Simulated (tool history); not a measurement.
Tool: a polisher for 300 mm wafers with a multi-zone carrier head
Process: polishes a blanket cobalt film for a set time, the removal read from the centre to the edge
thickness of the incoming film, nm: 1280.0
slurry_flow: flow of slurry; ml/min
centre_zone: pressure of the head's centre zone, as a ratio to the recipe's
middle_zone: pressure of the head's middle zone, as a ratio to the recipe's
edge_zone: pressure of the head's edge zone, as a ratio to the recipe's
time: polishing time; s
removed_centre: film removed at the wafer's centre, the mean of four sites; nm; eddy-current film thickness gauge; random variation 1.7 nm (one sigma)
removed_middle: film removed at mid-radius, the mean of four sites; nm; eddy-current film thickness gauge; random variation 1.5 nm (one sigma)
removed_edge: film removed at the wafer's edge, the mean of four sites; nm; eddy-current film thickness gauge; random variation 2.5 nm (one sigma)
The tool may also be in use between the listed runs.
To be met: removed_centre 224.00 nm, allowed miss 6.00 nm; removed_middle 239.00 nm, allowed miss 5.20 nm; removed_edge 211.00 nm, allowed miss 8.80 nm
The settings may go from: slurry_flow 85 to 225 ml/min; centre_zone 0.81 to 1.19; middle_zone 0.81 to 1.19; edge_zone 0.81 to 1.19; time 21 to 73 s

run	hour	slurry_flow	centre_zone	middle_zone	edge_zone	time	removed_centre	removed_middle	removed_edge
1	0.0	145	1.00	1.00	1.00	47	321.05	320.42	319.42
2	0.8	175	1.00	1.00	1.00	47	333.28	327.58	329.55
3	8.9	175	1.00	1.00	1.00	53	379.55	371.94	372.93
4	13.0	165	0.99	1.00	0.96	49	342.36	341.90	327.89
5	14.2	155	0.97	0.98	0.93	47	319.93	321.85	311.79
6	19.3	150	0.96	0.98	0.91	44	289.48	296.99	282.13
7	25.1	145	0.96	0.98	0.89	42	273.69	280.86	272.19
8	30.8	145	0.97	1.00	0.87	40	268.63	274.99	259.51
9	31.9	145	0.97	1.01	0.86	38	250.98	264.02	237.48
10	34.7	140	0.97	1.01	0.85	37	244.32	253.24	229.10
11	41.0	130	0.97	1.01	0.84	37	237.71	249.00	228.58
12	43.0	130	0.98	1.04	0.81	33	214.99	227.47	199.45
13	44.2	135	0.98	1.04	0.82	33	216.26	227.78	204.14
14	48.5	140	0.98	1.04	0.82	33	218.16	229.75	198.28
15	53.7	145	0.98	1.04	0.83	33	220.18	231.13	205.88

Which of these 4 next moves meets every target?
A	58.9	165	0.94	1.09	0.81	34	?	?	?
B	58.9	140	0.95	0.96	0.81	38	?	?	?
C	58.9	155	0.98	0.99	0.86	33	?	?	?
D	58.9	105	0.98	1.04	0.81	37	?	?	?

move	removed_centre	removed_middle	removed_edge
A	226.41	253.59	209.69
B	246.03	248.12	229.14
C	225.95	225.42	207.43
D	226.50	238.12	211.35
A: takes the result that was furthest off past its target
B: takes the result that was furthest off past its target
C: further off than the last run
D: meets every target
Answer: D

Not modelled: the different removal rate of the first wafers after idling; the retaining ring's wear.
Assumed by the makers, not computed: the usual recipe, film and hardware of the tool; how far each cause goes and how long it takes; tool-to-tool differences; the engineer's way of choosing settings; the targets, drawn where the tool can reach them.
